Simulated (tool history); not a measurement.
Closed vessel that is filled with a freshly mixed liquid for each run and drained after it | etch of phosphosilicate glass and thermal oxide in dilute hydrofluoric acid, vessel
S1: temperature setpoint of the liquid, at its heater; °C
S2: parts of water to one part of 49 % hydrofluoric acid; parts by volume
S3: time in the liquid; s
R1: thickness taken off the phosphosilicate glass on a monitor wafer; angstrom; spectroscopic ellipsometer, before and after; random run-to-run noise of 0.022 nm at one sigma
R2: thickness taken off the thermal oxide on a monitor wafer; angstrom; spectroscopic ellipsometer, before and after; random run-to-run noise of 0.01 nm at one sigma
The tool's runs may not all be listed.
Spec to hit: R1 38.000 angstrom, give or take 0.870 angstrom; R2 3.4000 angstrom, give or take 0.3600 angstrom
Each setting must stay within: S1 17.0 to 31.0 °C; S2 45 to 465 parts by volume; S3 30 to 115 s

run  hour    S1   S2  S3       R1      R2
  1   0.0  23.0  255  60  106.660  9.4239
  2   3.3  21.5  300  60   82.247  7.5736
  3   9.7  21.0  340  60   68.972  6.0766
  4  10.8  21.0  380  60   59.619  5.5303
  5  14.3  20.0  400  60   53.747  4.8350
  6  16.1  18.5  400  60   51.208  4.3006
  7  25.1  18.5  420  60   48.236  4.0973
  8  28.8  19.0  430  60   47.043  4.0982
  9  35.7  17.0  465  60   39.695  3.6053

Which of these 4 next moves meets every target?
  A  42.6  18.5  465  55   ?   ?
  B  42.6  17.0  365  40   ?   ?
  C  42.6  17.0  450  60   ?   ?
  D  42.6  17.0  420  55   ?   ?

move      R1      R2
   A  38.465  3.4313
   B  36.532  3.2589
   C  41.624  3.7132
   D  41.821  3.7307
A: hits every target within its allowed miss
B: takes the result that was furthest off past its target
C: lands further from the targets than the last run did
D: lands further from the targets than the last run did
Move A is the one to make.
